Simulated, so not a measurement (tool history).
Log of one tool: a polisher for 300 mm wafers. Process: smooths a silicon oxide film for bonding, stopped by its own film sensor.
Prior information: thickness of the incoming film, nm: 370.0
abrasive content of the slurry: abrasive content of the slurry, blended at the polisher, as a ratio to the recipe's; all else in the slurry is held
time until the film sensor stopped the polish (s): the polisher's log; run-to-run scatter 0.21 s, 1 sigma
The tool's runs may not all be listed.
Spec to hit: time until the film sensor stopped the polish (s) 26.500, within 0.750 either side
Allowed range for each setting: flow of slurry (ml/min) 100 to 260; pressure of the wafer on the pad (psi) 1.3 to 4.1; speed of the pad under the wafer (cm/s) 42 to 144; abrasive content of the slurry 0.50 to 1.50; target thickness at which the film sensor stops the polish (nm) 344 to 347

run    day  flow of slurry (ml/min)  pressure of the wafer on the pad (psi)  speed of the pad under the wafer (cm/s)  abrasive content of the slurry  target thickness at which the film sensor stops the polish (nm)  time until the film sensor stopped the polish (s)
  1  0.000                      165                                     2.7                                       92                            1.00                                                              344                                             35.142
  2  0.183                      165                                     2.7                                       92                            1.15                                                              344                                             32.521
  3  0.542                      185                                     2.7                                       92                            1.15                                                              344                                             31.603
  4  0.712                      185                                     2.7                                       92                            1.30                                                              344                                             29.996
  5  0.971                      190                                     2.7                                       92                            1.30                                                              344                                             30.092
  6  1.129                      195                                     2.7                                       92                            1.30                                                              344                                             30.144
  7  1.454                      195                                     2.7                                       92                            1.30                                                              344                                             30.280
  8  1.742                      195                                     2.9                                       92                            1.30                                                              344                                             27.872
  9  1.896                      195                                     2.9                                       92                            1.30                                                              344                                             27.980

Consider the 4 candidate settings below. Which is the only one whose results all fall within their allowed miss of target?
  A  2.050                      180                                     3.2                                       92                            0.95                                                              345                                                  ?
  B  2.050                      170                                     2.5                                       94                            1.35                                                              347                                                  ?
  C  2.050                      175                                     3.3                                       68                            1.50                                                              346                                                  ?
  D  2.050                      210                                     3.1                                       76                            1.25                                                              346                                                  ?

move  time until the film sensor stopped the polish (s)
   A                                             28.681
   B                                             28.131
   C                                             26.533
   D                                             27.582
A: its largest miss is bigger than the last run's
B: its largest miss is bigger than the last run's
C: each result inside its tolerance
D: better than the last run, though not everything is in spec
Answer: C

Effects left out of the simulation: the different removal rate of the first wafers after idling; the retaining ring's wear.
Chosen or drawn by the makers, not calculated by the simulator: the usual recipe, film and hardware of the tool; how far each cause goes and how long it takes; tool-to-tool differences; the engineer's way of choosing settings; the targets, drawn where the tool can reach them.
